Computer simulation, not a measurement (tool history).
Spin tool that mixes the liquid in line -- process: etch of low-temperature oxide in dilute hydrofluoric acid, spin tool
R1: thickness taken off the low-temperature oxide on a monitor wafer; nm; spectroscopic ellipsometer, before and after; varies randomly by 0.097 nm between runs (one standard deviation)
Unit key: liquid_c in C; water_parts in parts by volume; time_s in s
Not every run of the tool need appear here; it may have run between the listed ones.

{"run": 1, "hour": 0.0, "liquid_c": 26, "water_parts": 165, "time_s": 45, "R1": 6.6392}
{"run": 2, "hour": 3.7, "liquid_c": 27, "water_parts": 155, "time_s": 45, "R1": 7.3586}
{"run": 3, "hour": 12.3, "liquid_c": 28, "water_parts": 145, "time_s": 45, "R1": 8.3024}
{"run": 4, "hour": 16.3, "liquid_c": 28, "water_parts": 145, "time_s": 35, "R1": 6.3901}
{"run": 5, "hour": 19.4, "liquid_c": 30, "water_parts": 145, "time_s": 35, "R1": 7.0064}
{"run": 6, "hour": 24.7, "liquid_c": 30.5, "water_parts": 130, "time_s": 35, "R1": 8.0181}
{"run": 7, "hour": 26.0, "liquid_c": 31, "water_parts": 120, "time_s": 35, "R1": 9.0324}
{"run": 8, "hour": 33.0, "liquid_c": 34, "water_parts": 60, "time_s": 35, "R1": 21.725}
{"run": 9, "hour": 36.5, "liquid_c": 33, "water_parts": 60, "time_s": 35, "R1": 21.247}
{"run": 10, "hour": 43.2, "liquid_c": 31.5, "water_parts": 60, "time_s": 35, "R1": 19.928}

Estimate the outcome of run 11 from the log above:
{"run": 11, "hour": 51.9, "liquid_c": 31.5, "water_parts": 60, "time_s": 35, "R1": "?"}

{"run 11": {"R1": 19.914}}
